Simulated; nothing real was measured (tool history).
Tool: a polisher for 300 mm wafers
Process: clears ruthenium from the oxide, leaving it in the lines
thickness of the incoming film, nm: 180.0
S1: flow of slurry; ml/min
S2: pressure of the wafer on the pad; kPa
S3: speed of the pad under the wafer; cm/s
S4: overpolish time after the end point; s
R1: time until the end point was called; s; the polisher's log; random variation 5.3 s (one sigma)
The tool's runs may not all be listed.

run 1 hour=0 | S1=220 S2=11.7 S3=122 S4=34 | R1=145.04
run 2 hour=8.4 | S1=255 S2=11.7 S3=122 S4=34 | R1=142.31
run 3 hour=12.4 | S1=255 S2=11.7 S3=122 S4=34 | R1=146.58
run 4 hour=20.9 | S1=255 S2=11 S3=120 S4=34 | R1=158.97
run 5 hour=22.7 | S1=255 S2=11 S3=110 S4=34 | R1=166.38
run 6 hour=28.6 | S1=255 S2=10.3 S3=108 S4=34 | R1=182.87
run 7 hour=33.5 | S1=255 S2=9.7 S3=108 S4=34 | R1=188.35

Forecast run 8:
run 8 hour=40.9 | S1=255 S2=9 S3=106 S4=34 | R1=?

{"run 8": {"R1": 222.76}}

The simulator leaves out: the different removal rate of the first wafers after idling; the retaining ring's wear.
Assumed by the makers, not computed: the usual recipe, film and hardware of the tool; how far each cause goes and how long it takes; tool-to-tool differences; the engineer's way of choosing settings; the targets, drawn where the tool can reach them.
